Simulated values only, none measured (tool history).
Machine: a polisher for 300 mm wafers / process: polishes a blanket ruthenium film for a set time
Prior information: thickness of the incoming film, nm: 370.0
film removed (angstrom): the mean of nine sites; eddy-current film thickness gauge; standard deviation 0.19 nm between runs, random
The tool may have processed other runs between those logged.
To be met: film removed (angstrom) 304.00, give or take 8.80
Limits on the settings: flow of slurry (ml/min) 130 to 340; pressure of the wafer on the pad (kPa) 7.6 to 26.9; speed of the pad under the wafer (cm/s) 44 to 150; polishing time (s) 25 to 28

run	hour	flow of slurry (ml/min)	pressure of the wafer on the pad (kPa)	speed of the pad under the wafer (cm/s)	polishing time (s)	film removed (angstrom)
1	0.0	220	17.2	96	28	398.52
2	1.6	215	15.9	96	28	368.24
3	2.9	245	15.9	96	28	377.46
4	5.1	245	15.9	106	28	418.59
5	8.3	245	12.4	106	28	339.93
6	9.8	235	11.7	106	28	322.78
7	11.7	230	11.7	106	28	322.43
8	17.8	225	11.7	106	28	325.47

Below are 4 possible settings for the next run. Only one of them brings all results inside the allowed miss of their targets. Which is it?
A	23.9	245	11.7	104	28	?
B	23.9	205	17.2	80	28	?
C	23.9	220	11.7	114	25	?
D	23.9	265	13.1	110	25	?

move	film removed (angstrom)
A	319.47
B	331.70
C	308.30
D	331.35
A: nearer than the last run, and not there yet
B: the biggest miss grows against the last run
C: meets every target
D: the biggest miss grows against the last run
So the answer is move C, the one that meets all the targets.
